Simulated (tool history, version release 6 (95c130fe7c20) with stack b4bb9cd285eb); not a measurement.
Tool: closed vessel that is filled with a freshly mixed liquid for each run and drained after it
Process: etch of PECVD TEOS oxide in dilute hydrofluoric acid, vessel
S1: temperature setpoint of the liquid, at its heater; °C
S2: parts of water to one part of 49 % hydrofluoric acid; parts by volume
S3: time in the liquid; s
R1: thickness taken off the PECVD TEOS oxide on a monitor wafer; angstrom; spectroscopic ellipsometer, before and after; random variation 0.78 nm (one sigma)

run 1 hour=0 | S1=21 S2=140 S3=1055 | R1=484.72
run 2 hour=4.1 | S1=21 S2=180 S3=1055 | R1=362.59
run 3 hour=9 | S1=23.5 S2=180 S3=1055 | R1=398.52
run 4 hour=12.5 | S1=20.5 S2=180 S3=1055 | R1=360.21
run 5 hour=20.6 | S1=20.5 S2=150 S3=1055 | R1=441.11
run 6 hour=23 | S1=20.5 S2=150 S3=1055 | R1=443.67

Forecast run 7:
run 7 hour=31.5 | S1=21.5 S2=145 S3=1055 | R1=?

Run 7 gave R1 484.78 angstrom.
